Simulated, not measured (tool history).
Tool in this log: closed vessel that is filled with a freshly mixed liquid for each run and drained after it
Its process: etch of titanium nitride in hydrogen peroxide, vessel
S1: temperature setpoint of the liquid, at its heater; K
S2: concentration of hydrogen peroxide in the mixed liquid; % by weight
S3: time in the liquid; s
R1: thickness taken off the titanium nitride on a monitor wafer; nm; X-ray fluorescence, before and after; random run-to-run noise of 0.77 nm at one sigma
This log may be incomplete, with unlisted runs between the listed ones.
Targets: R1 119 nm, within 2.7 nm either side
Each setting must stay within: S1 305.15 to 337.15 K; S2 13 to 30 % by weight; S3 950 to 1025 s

{"run": 1, "day": 0.0, "S1": 321.15, "S2": 24, "S3": 950, "R1": 59.09}
{"run": 2, "day": 0.358, "S1": 324.15, "S2": 24, "S3": 950, "R1": 73.207}
{"run": 3, "day": 0.667, "S1": 324.15, "S2": 24, "S3": 950, "R1": 73.64}
{"run": 4, "day": 0.842, "S1": 319.65, "S2": 24, "S3": 950, "R1": 52.929}
{"day": 1.012, "done": "new drum of peroxide connected"}
{"run": 5, "day": 1.012, "S1": 322.65, "S2": 24, "S3": 950, "R1": 66.816}
{"run": 6, "day": 1.112, "S1": 322.65, "S2": 21, "S3": 950, "R1": 64.901}
{"run": 7, "day": 1.275, "S1": 325.15, "S2": 21, "S3": 950, "R1": 77.249}
{"run": 8, "day": 1.483, "S1": 326.65, "S2": 21, "S3": 950, "R1": 87.16}
{"run": 9, "day": 1.617, "S1": 327.65, "S2": 21, "S3": 950, "R1": 93.273}
{"run": 10, "day": 2.0, "S1": 328.65, "S2": 21, "S3": 950, "R1": 99.144}
{"run": 11, "day": 2.383, "S1": 329.15, "S2": 21, "S3": 950, "R1": 103.37}
{"run": 12, "day": 2.638, "S1": 329.65, "S2": 21, "S3": 950, "R1": 108.16}
{"run": 13, "day": 2.738, "S1": 330.15, "S2": 21, "S3": 950, "R1": 111.1}
{"run": 14, "day": 3.042, "S1": 330.65, "S2": 21, "S3": 950, "R1": 114.92}

Next run, 5 choices. One meets every target within its allowed miss, the rest don't. Which?
{"run": "A", "day": 3.346, "S1": 331.65, "S2": 20, "S3": 980, "R1": "?"}
{"run": "B", "day": 3.346, "S1": 331.15, "S2": 21, "S3": 1010, "R1": "?"}
{"run": "C", "day": 3.346, "S1": 331.65, "S2": 20, "S3": 1000, "R1": "?"}
{"run": "D", "day": 3.346, "S1": 332.15, "S2": 19.5, "S3": 950, "R1": "?"}
{"run": "E", "day": 3.346, "S1": 330.65, "S2": 26, "S3": 950, "R1": "?"}

move=A R1=125.15
move=B R1=125.94
move=C R1=127.71
move=D R1=124.87
move=E R1=119.88
A: pushes the last run's worst result past its target
B: pushes the last run's worst result past its target
C: pushes the last run's worst result past its target
D: pushes the last run's worst result past its target
E: every result within its allowed miss
Go with E: it meets all targets.
